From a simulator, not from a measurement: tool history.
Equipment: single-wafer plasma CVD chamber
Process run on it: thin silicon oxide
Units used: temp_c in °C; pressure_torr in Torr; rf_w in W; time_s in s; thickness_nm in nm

{"run": 1, "day": 0.0, "temp_c": 395, "pressure_torr": 0.972, "rf_w": 250, "time_s": 11.73, "thickness_nm": 23.386}
{"run": 2, "day": 0.067, "temp_c": 395, "pressure_torr": 0.915, "rf_w": 240, "time_s": 11.73, "thickness_nm": 21.594}
{"run": 3, "day": 0.383, "temp_c": 388, "pressure_torr": 0.915, "rf_w": 240, "time_s": 11.73, "thickness_nm": 21.571}
{"run": 4, "day": 0.738, "temp_c": 388, "pressure_torr": 0.867, "rf_w": 235, "time_s": 11.73, "thickness_nm": 20.254}
{"run": 5, "day": 1.1, "temp_c": 388, "pressure_torr": 0.867, "rf_w": 255, "time_s": 11.73, "thickness_nm": 20.969}
{"run": 6, "day": 1.125, "temp_c": 388, "pressure_torr": 0.867, "rf_w": 230, "time_s": 11.73, "thickness_nm": 20.173}
{"run": 7, "day": 1.438, "temp_c": 389, "pressure_torr": 0.673, "rf_w": 195, "time_s": 11.73, "thickness_nm": 13.839}
{"run": 8, "day": 1.762, "temp_c": 389, "pressure_torr": 0.685, "rf_w": 195, "time_s": 11.73, "thickness_nm": 14.085}

Run 9, settings as shown, results not yet in. Your forecast:
{"run": 9, "day": 1.788, "temp_c": 389, "pressure_torr": 0.805, "rf_w": 200, "time_s": 11.75, "thickness_nm": "?"}

{"run 9": {"thickness_nm": 17.58}}

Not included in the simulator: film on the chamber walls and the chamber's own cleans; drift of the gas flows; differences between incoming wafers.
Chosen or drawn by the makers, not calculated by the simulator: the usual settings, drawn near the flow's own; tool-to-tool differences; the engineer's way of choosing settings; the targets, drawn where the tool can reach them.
